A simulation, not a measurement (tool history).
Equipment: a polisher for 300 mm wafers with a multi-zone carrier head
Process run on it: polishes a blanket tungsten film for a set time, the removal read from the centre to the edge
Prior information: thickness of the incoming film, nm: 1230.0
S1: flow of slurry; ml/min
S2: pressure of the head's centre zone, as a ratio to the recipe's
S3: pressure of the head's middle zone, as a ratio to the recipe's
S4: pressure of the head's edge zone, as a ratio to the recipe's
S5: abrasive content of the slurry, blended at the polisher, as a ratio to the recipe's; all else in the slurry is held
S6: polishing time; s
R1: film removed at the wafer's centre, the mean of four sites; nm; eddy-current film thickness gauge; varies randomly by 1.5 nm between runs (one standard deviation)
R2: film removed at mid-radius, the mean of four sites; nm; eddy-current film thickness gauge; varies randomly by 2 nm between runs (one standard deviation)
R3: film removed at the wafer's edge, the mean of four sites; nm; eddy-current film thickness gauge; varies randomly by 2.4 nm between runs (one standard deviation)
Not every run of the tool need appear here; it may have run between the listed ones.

run  hour   S1    S2    S3    S4    S5  S6      R1      R2      R3
  1   0.0  165  1.00  1.00  1.00  1.00  44  175.97  162.00  173.75
  2   6.3  165  1.00  1.00  1.04  1.00  44  178.24  167.16  177.30
  3  11.9  160  0.99  0.98  1.04  1.00  44  176.78  164.82  170.07
  4  20.8  170  0.99  1.00  1.02  0.95  43  168.99  162.73  170.16
  5  26.6  170  1.06  1.00  1.02  0.95  43  179.53  158.32  169.64
  6  33.5  175  1.03  0.98  1.00  0.95  43  180.17  156.99  162.81
  7  41.2  165  1.05  0.99  1.02  0.95  42  174.88  159.19  162.79
  8  49.7  175  1.03  1.00  1.01  1.00  41  173.95  160.49  159.83
  9  52.7  165  1.02  0.99  1.01  0.95  41  165.76  153.17  157.10
 10  60.1  160  1.01  0.97  1.03  0.90  42  166.16  147.15  157.50
 11  62.9  155  1.00  0.97  1.04  0.90  42  160.56  145.98  159.69
 12  71.2  150  1.00  0.97  1.05  0.90  42  158.54  147.11  159.52
 13  77.5  145  1.00  0.96  1.06  0.90  42  162.51  144.53  156.27
 14  78.6  140  0.98  0.95  1.07  0.90  43  161.02  146.06  162.03
 15  80.0  135  0.97  0.94  1.08  0.90  43  155.53  144.41  160.56
 16  89.0  130  0.96  0.93  1.09  0.90  43  155.96  143.42  164.79
 17  95.9  115  0.88  0.87  1.11  0.80  43  132.03  123.42  153.26

What will run 18 give?
 18  101.9  120  0.88  0.87  1.12  0.80  43   ?   ?   ?

R1: 132.95 nm
R2: 127.76 nm
R3: 156.42 nm
